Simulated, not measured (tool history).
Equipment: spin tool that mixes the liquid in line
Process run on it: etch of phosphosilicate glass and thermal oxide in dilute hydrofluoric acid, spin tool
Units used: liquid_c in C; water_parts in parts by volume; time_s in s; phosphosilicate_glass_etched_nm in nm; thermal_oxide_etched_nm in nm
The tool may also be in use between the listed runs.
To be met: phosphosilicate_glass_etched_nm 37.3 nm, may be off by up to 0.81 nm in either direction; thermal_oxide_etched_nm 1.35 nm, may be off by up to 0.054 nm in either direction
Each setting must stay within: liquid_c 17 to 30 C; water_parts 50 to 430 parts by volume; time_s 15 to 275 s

run	day	liquid_c	water_parts	time_s	phosphosilicate_glass_etched_nm	thermal_oxide_etched_nm
1	0	22	240	140	57.022	2.0348
2	0.221	25.5	240	140	64.485	2.3373
3	0.254	24	240	140	61.124	2.2096
4	0.288	24	180	140	86.879	3.1875
5	0.521	22.5	210	140	68.296	2.4545
6	0.546	21.5	230	140	58.721	2.1533
7	0.892	20.5	245	140	52.803	1.9109
8	1.221	19.5	255	140	48.262	1.7581
9	1.496	19	265	140	45.064	1.6305
10	1.838	18.5	270	140	43.456	1.5544
11	2.117	18	275	140	41.334	1.4975
12	2.158	17.5	280	140	39.381	1.4468
13	2.275	17.5	285	140	39.441	1.3725

4 next moves are on the table. One of them brings every result within its allowed miss. Which?
A	2.392	17	340	160	?	?
B	2.392	21	340	155	?	?
C	2.392	17	305	140	?	?
D	2.392	21.5	295	120	?	?

move	phosphosilicate_glass_etched_nm	thermal_oxide_etched_nm
A	35.383	1.2538
B	39.62	1.4039
C	35.518	1.2586
D	37.482	1.3282
A: carries the result that was furthest off beyond its target, to the other side
B: lands further from the targets than the last run did
C: carries the result that was furthest off beyond its target, to the other side
D: hits every target within its allowed miss
D meets every target.

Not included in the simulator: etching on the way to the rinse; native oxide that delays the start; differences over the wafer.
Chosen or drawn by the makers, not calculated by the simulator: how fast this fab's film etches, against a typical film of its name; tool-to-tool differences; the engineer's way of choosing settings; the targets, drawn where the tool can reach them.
